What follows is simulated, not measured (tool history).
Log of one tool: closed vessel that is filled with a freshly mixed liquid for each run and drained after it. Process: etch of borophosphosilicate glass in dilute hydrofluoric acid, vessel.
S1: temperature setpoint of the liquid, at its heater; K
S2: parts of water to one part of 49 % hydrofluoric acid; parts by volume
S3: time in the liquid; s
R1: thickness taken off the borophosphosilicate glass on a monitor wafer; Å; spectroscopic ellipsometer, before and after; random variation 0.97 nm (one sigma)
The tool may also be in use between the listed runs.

Run 1, hour 0: S1 296.15 K, S2 65 parts by volume, S3 95 s. Result: R1 693.09 Å.
Run 2, hour 0.9: S1 297.15 K, S2 65 parts by volume, S3 95 s. Result: R1 717.76 Å.
Run 3, hour 3.1: S1 297.15 K, S2 80 parts by volume, S3 95 s. Result: R1 578.67 Å.
Run 4, hour 6.4: S1 295.15 K, S2 80 parts by volume, S3 95 s. Result: R1 530.29 Å.
Run 5, hour 9.3: S1 296.15 K, S2 75 parts by volume, S3 95 s. Result: R1 594.24 Å.
Run 6, hour 18.1: S1 296.15 K, S2 95 parts by volume, S3 95 s. Result: R1 455.49 Å.
Run 7, hour 19.2: S1 297.15 K, S2 90 parts by volume, S3 95 s. Result: R1 499.18 Å.
Run 8, hour 20.7: S1 298.15 K, S2 85 parts by volume, S3 95 s. Result: R1 556.02 Å.
Run 9, hour 28.8: S1 298.65 K, S2 80 parts by volume, S3 95 s. Result: R1 607.73 Å.

Forecast run 10:
Run 10, hour 31.1: S1 299.15 K, S2 75 parts by volume, S3 95 s. Result: R1 ?.

R1: 677.44 Å
